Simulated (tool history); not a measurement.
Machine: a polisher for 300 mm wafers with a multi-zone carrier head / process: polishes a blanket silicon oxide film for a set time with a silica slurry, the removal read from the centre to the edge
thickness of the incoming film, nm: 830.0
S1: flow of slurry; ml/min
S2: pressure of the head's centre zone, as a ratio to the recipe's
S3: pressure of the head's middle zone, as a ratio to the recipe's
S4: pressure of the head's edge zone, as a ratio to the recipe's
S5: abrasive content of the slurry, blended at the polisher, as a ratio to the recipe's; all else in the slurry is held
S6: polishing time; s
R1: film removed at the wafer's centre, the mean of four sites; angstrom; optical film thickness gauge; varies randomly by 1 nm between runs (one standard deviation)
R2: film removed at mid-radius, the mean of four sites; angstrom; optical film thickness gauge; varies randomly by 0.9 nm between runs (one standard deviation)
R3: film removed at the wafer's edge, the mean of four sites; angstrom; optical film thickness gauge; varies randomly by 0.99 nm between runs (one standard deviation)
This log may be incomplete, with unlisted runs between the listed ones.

run,hour,S1,S2,S3,S4,S5,S6,R1,R2,R3
1,0.0,130,1.00,1.00,1.00,1.00,61,1504.20,1530.70,1496.80
2,6.1,130,0.93,1.00,1.00,1.00,61,1405.40,1501.90,1535.40
3,14.7,125,0.93,1.00,0.98,0.90,55,1216.10,1300.60,1247.80
4,18.2,125,0.93,1.00,1.05,0.90,55,1223.40,1343.60,1325.80
5,20.2,125,0.93,1.00,0.98,0.90,55,1205.30,1314.40,1309.70
6,21.9,125,0.93,1.00,0.98,0.90,64,1421.60,1519.00,1475.80
7,25.9,120,0.92,0.98,0.96,0.80,59,1195.60,1323.00,1281.00
8,31.6,115,0.93,0.95,0.95,0.75,54,1087.70,1131.50,1151.80
9,38.0,115,0.93,0.95,0.94,0.70,50,971.73,1017.40,1025.80
10,43.5,115,0.93,0.95,0.93,0.65,47,885.06,927.32,938.62
11,47.3,115,0.93,0.95,0.92,0.60,45,815.61,866.21,833.92
12,55.7,115,0.93,0.95,0.92,0.60,45,800.62,864.14,850.26
13,64.5,115,0.93,0.94,0.91,0.60,44,785.24,816.57,797.22
14,73.4,115,0.92,0.93,0.89,0.60,44,798.22,848.13,826.30

The next listed run, before its measurement:
15,77.4,115,0.92,0.93,0.89,0.60,43,?,?,?

R1: 772.92 angstrom
R2: 813.97 angstrom
R3: 803.19 angstrom
